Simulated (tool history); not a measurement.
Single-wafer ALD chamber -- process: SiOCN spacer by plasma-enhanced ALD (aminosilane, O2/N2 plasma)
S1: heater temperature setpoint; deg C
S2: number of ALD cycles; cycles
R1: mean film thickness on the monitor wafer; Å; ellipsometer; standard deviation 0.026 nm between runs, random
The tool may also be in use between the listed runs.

run	day	S1	S2	R1
1	0	385	66	39.493
2	0.129	380	66	39.369
3	0.238	390	66	39.803
4	0.508	390	68	40.884
5	0.867	390	63	37.916
6	1.108	400	63	37.489
7	1.288	400	66	39.493
8	1.538	400	68	40.508
9	1.592	400	70	41.873
10	1.667	400	71	42.128
11	1.704	400	72	42.847

Run 12 is up next; what results do you expect?
12	1.958	400	73	?

Run 12 gave R1 43.2 Å.
